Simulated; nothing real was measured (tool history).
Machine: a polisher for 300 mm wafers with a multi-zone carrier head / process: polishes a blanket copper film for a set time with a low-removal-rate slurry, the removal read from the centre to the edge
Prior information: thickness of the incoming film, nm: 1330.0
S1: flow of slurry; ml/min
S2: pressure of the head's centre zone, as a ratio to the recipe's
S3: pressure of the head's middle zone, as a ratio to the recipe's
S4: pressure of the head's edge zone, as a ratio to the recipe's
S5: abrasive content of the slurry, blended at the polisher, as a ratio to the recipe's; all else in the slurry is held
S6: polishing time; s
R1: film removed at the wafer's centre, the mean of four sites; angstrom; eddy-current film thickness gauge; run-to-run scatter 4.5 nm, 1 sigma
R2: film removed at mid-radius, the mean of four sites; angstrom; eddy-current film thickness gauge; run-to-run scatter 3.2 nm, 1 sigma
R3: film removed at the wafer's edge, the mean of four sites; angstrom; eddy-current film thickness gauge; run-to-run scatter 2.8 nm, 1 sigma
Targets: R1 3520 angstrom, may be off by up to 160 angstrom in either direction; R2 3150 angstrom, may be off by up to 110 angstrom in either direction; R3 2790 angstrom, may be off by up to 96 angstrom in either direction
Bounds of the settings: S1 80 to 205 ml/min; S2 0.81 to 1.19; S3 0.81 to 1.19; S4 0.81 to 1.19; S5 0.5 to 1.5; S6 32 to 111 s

run  hour   S1    S2    S3    S4    S5  S6      R1      R2      R3
  1     0  135     1     1     1     1  71  1953.8  1970.3  1930.4
  2   0.9  135     1     1     1     1  88    2432  2388.3    2405
  3   7.8  135     1     1  1.05     1  88  2416.8  2424.4  2451.8
  4  16.4  145  1.04  1.02  1.05  1.05  88  2523.6  2472.1  2515.9
     21.8  -- slurry nozzle cleaned
  5  21.8  145  1.04  0.94  1.05  1.05  88    2682    2448  2625.5
  6  25.7  145   1.1  0.94  1.05  1.05  88  2898.3  2523.2  2557.2
  7  34.4  150  1.12  0.97  1.04   1.1  89  3028.6  2591.7  2674.5
  8  35.7  155  1.14  1.02  1.01   1.1  91  3130.7  2760.5  2720.9
  9  43.6  160  1.15  1.04  0.98   1.1  91  3220.3  2839.4  2689.6
 10  49.2  165  1.16  1.05  0.97   1.1  91  3163.7  2925.5  2662.4
 11  57.7  170  1.17  1.04  0.96   1.1  91    3294  2826.8  2669.6
 12  61.5  170  1.17  1.05  0.95  1.15  91    3282  2887.6  2633.2
 13  63.4  175  1.17  1.06  0.95   1.2  91  3395.7  2944.6  2729.4
 14  67.6  180  1.17  1.07  0.95   1.2  91  3335.9    2996  2730.9
 15  73.4  180  1.17  1.07  0.94   1.2  91  3376.3  2931.8  2701.7

Exactly one of the 4 candidate moves below puts every result within its allowed miss. Which one?
  A  79.2  175  1.05  0.94     1  1.45  92   ?   ?   ?
  B  79.2  155  1.19   1.1  0.95  1.25  94   ?   ?   ?
  C  79.2  200  1.16  0.96  0.91  1.45  85   ?   ?   ?
  D  79.2  195  1.17  0.87  0.91  1.35  90   ?   ?   ?

move      R1      R2      R3
   A  3152.1  2878.9  2877.8
   B  3453.1  3112.2  2737.5
   C  3289.1  2749.3  2598.5
   D  3437.3  2663.9    2700
A: further off than the last run
B: in spec on every target
C: further off than the last run
D: further off than the last run
B meets every target.

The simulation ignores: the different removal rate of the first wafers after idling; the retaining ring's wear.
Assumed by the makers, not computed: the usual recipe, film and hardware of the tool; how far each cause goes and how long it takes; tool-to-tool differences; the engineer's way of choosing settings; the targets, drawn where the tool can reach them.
